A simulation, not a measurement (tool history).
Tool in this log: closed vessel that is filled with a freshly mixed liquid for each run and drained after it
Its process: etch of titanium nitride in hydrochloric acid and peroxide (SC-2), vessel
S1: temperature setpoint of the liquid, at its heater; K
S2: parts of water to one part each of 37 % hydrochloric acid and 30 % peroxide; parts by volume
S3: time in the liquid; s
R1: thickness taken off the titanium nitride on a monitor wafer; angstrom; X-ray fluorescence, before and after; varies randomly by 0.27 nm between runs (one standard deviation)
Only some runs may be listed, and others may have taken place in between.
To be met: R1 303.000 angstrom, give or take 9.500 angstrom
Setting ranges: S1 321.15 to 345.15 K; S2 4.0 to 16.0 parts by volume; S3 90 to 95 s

run 1 hour=0.0 | S1=337.15 S2=9.0 S3=90 | R1=104.570
run 2 hour=5.7 | S1=339.65 S2=7.5 S3=90 | R1=141.470
run 3 hour=9.1 | S1=333.15 S2=7.5 S3=90 | R1=95.051
run 4 hour=17.8 | S1=336.65 S2=6.5 S3=90 | R1=132.530
run 5 hour=27.0 | S1=330.65 S2=6.5 S3=90 | R1=90.593
run 6 hour=30.6 | S1=335.15 S2=6.0 S3=90 | R1=129.660
run 7 hour=37.6 | S1=343.15 S2=4.0 S3=90 | R1=277.850
run 8 hour=40.9 | S1=343.65 S2=4.0 S3=90 | R1=286.890
run 9 hour=49.0 | S1=343.65 S2=4.0 S3=90 | R1=285.130

5 candidate next runs follow, results not yet known. Just one meets every target within its allowed miss. Identify it.
run A hour=57.1 | S1=344.15 S2=4.5 S3=90 | R1=?
run B hour=57.1 | S1=342.65 S2=4.0 S3=90 | R1=?
run C hour=57.1 | S1=343.65 S2=4.0 S3=95 | R1=?
run D hour=57.1 | S1=345.15 S2=5.0 S3=95 | R1=?
run E hour=57.1 | S1=344.65 S2=4.0 S3=95 | R1=?

move=A R1=271.550
move=B R1=269.890
move=C R1=302.240
move=D R1=281.650
move=E R1=320.540
A: the biggest miss grows against the last run
B: the biggest miss grows against the last run
C: meets every target
D: the biggest miss grows against the last run
E: takes the biggest miss from the last run beyond its target
The right move is C.
